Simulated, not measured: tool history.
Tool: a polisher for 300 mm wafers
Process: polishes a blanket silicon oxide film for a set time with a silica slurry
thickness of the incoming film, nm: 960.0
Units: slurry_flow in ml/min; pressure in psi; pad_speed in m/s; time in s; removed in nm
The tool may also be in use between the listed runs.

| run | hour | slurry_flow | pressure | pad_speed | slurry_solids | time | removed |
|---|---|---|---|---|---|---|---|
| 1 | 0.0 | 130 | 4.2 | 0.94 | 1.0 | 49 | 153.22 |
| 2 | 3.3 | 135 | 4.3 | 0.94 | 1.0 | 49 | 155.14 |
| 3 | 10.3 | 135 | 4.4 | 0.94 | 1.0 | 49 | 161.60 |
| 4 | 13.1 | 135 | 4.5 | 0.94 | 1.0 | 49 | 160.70 |
| 5 | 16.3 | 135 | 4.6 | 0.94 | 1.0 | 49 | 165.99 |
| 6 | 22.7 | 135 | 4.6 | 0.94 | 0.8 | 49 | 152.06 |
| 7 | 23.8 | 135 | 4.7 | 0.94 | 0.8 | 49 | 154.92 |
| 8 | 24.7 | 135 | 4.8 | 0.94 | 0.8 | 49 | 158.48 |

The next listed run, before its measurement:
| 9 | 29.7 | 135 | 4.9 | 0.94 | 0.8 | 49 | ? |

removed: 160.26 nm
